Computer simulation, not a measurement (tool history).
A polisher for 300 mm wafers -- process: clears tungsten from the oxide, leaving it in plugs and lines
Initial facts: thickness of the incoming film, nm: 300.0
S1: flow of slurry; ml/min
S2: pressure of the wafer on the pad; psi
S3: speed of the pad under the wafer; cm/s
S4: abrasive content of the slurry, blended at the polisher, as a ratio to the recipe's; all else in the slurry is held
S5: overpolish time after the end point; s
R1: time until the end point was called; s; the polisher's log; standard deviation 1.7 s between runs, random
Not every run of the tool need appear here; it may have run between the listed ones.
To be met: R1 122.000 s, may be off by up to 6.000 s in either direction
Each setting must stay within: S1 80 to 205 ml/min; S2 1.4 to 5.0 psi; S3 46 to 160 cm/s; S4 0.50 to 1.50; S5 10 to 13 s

run,hour,S1,S2,S3,S4,S5,R1
1,0.0,135,3.2,102,1.00,13,71.487
2,5.7,120,3.2,102,1.00,13,71.516
3,12.4,120,3.2,122,1.00,13,62.814
4,18.2,120,2.8,118,1.00,13,71.457
5,26.1,120,2.5,114,1.00,13,82.578
6,29.0,120,2.3,112,1.00,13,90.341
7,34.3,120,2.1,112,1.00,13,99.332
# hour 39.5: slurry blender recalibrated
8,39.5,120,2.0,112,1.00,13,97.074
9,44.8,120,1.9,112,1.00,13,103.010
10,52.1,120,1.8,112,1.00,13,104.280
11,59.0,120,1.7,112,1.00,13,111.190

Next run, 4 choices. One meets every target within its allowed miss, the rest don't. Which?
A,65.9,110,1.5,120,0.85,13,?
B,65.9,110,1.9,108,0.90,13,?
C,65.9,160,2.2,94,0.90,11,?
D,65.9,155,1.8,100,1.00,13,?

move,R1
A,119.390
B,105.570
C,97.285
D,108.250
A: each result inside its tolerance
B: lands further from the targets than the last run did
C: lands further from the targets than the last run did
D: lands further from the targets than the last run did
Correct choice: A, which meets every target

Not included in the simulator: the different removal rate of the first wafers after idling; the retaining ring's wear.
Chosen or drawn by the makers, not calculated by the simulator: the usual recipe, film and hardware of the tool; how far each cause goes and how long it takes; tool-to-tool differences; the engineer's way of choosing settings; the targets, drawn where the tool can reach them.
